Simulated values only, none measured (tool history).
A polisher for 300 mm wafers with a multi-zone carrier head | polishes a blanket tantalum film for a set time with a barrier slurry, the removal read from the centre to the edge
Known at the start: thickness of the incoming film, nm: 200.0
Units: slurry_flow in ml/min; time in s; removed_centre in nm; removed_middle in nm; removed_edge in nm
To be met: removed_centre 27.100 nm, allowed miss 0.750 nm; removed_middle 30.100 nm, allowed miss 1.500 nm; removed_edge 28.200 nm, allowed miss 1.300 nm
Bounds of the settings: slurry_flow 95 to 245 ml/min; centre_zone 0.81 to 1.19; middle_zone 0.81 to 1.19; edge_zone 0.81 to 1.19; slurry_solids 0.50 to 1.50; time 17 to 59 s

{"run": 1, "day": 0.0, "slurry_flow": 155, "centre_zone": 1.0, "middle_zone": 1.0, "edge_zone": 1.0, "slurry_solids": 1.0, "time": 38, "removed_centre": 39.73, "removed_middle": 38.52, "removed_edge": 39.416}
{"run": 2, "day": 0.346, "slurry_flow": 190, "centre_zone": 1.0, "middle_zone": 1.0, "edge_zone": 1.0, "slurry_solids": 1.0, "time": 38, "removed_centre": 41.619, "removed_middle": 40.36, "removed_edge": 40.641}
{"run": 3, "day": 0.496, "slurry_flow": 180, "centre_zone": 0.96, "middle_zone": 1.0, "edge_zone": 0.95, "slurry_solids": 0.85, "time": 37, "removed_centre": 36.403, "removed_middle": 38.534, "removed_edge": 36.449}
{"run": 4, "day": 0.746, "slurry_flow": 180, "centre_zone": 1.0, "middle_zone": 1.0, "edge_zone": 0.95, "slurry_solids": 0.85, "time": 37, "removed_centre": 37.939, "removed_middle": 37.602, "removed_edge": 37.113}
{"run": 5, "day": 1.025, "slurry_flow": 180, "centre_zone": 1.0, "middle_zone": 1.0, "edge_zone": 1.0, "slurry_solids": 0.85, "time": 37, "removed_centre": 38.274, "removed_middle": 37.491, "removed_edge": 37.369}
{"run": 6, "day": 1.321, "slurry_flow": 175, "centre_zone": 0.97, "middle_zone": 0.99, "edge_zone": 0.97, "slurry_solids": 0.75, "time": 36, "removed_centre": 34.601, "removed_middle": 34.511, "removed_edge": 34.769}
{"run": 7, "day": 1.433, "slurry_flow": 165, "centre_zone": 0.95, "middle_zone": 0.99, "edge_zone": 0.93, "slurry_solids": 0.65, "time": 35, "removed_centre": 30.59, "removed_middle": 31.839, "removed_edge": 32.325}
{"run": 8, "day": 1.6, "slurry_flow": 160, "centre_zone": 0.96, "middle_zone": 1.01, "edge_zone": 0.9, "slurry_solids": 0.6, "time": 34, "removed_centre": 29.201, "removed_middle": 29.689, "removed_edge": 29.201}
{"run": 9, "day": 1.662, "slurry_flow": 155, "centre_zone": 0.95, "middle_zone": 1.02, "edge_zone": 0.9, "slurry_solids": 0.6, "time": 34, "removed_centre": 28.735, "removed_middle": 30.28, "removed_edge": 28.697}

5 next moves are on the table. One of them brings every result within its allowed miss. Which?
{"run": "A", "day": 1.725, "slurry_flow": 155, "centre_zone": 1.06, "middle_zone": 0.97, "edge_zone": 0.9, "slurry_solids": 0.5, "time": 37, "removed_centre": "?", "removed_middle": "?", "removed_edge": "?"}
{"run": "B", "day": 1.725, "slurry_flow": 195, "centre_zone": 0.96, "middle_zone": 0.96, "edge_zone": 0.93, "slurry_solids": 0.55, "time": 35, "removed_centre": "?", "removed_middle": "?", "removed_edge": "?"}
{"run": "C", "day": 1.725, "slurry_flow": 170, "centre_zone": 0.92, "middle_zone": 1.04, "edge_zone": 0.91, "slurry_solids": 0.6, "time": 33, "removed_centre": "?", "removed_middle": "?", "removed_edge": "?"}
{"run": "D", "day": 1.725, "slurry_flow": 135, "centre_zone": 0.83, "middle_zone": 1.11, "edge_zone": 0.93, "slurry_solids": 0.6, "time": 36, "removed_centre": "?", "removed_middle": "?", "removed_edge": "?"}
{"run": "E", "day": 1.725, "slurry_flow": 165, "centre_zone": 1.05, "middle_zone": 0.9, "edge_zone": 0.86, "slurry_solids": 0.75, "time": 32, "removed_centre": "?", "removed_middle": "?", "removed_edge": "?"}

move=A removed_centre=31.917 removed_middle=27.976 removed_edge=28.863
move=B removed_centre=30.117 removed_middle=28.734 removed_edge=29.781
move=C removed_centre=27.279 removed_middle=29.169 removed_edge=28.246
move=D removed_centre=25.072 removed_middle=31.714 removed_edge=29.753
move=E removed_centre=32.498 removed_middle=26.973 removed_edge=29.087
A: further off than the last run
B: further off than the last run
C: meets every target
D: takes the result that was furthest off past its target
E: further off than the last run
Move C is the one to make.
